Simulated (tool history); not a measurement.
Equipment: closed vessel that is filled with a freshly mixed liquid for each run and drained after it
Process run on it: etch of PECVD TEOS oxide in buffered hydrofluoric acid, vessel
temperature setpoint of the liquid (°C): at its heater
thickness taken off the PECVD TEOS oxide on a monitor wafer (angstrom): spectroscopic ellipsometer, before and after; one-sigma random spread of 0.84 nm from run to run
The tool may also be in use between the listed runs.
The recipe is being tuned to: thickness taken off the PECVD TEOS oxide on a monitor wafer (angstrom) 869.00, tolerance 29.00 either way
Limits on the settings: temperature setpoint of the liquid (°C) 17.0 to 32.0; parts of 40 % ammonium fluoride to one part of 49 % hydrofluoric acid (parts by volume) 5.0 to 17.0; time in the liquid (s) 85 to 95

run,day,temperature setpoint of the liquid (°C),parts of 40 % ammonium fluoride to one part of 49 % hydrofluoric acid (parts by volume),time in the liquid (s),thickness taken off the PECVD TEOS oxide on a monitor wafer (angstrom)
1,0.000,24.0,10.5,85,1314.40
2,0.362,24.0,10.5,85,1315.80
3,0.696,23.0,10.5,85,1261.50
4,1.058,23.0,10.5,85,1249.20
5,1.354,23.0,9.0,85,1395.00
6,1.658,24.5,9.0,85,1537.20
7,1.900,23.0,9.5,85,1366.90
8,2.225,22.0,10.0,85,1234.60
9,2.533,18.0,11.0,85,910.08

Pick the move, out of 4, that brings all results within their allowed miss; only one does.
A,2.842,18.0,11.0,90,?
B,2.842,19.0,11.0,90,?
C,2.842,17.5,12.0,90,?
D,2.842,17.0,10.0,85,?

move,thickness taken off the PECVD TEOS oxide on a monitor wafer (angstrom)
A,970.53
B,1027.00
C,866.41
D,950.17
A: its largest miss is bigger than the last run's
B: its largest miss is bigger than the last run's
C: meets every target
D: its largest miss is bigger than the last run's
So the answer is move C, the one that meets all the targets.

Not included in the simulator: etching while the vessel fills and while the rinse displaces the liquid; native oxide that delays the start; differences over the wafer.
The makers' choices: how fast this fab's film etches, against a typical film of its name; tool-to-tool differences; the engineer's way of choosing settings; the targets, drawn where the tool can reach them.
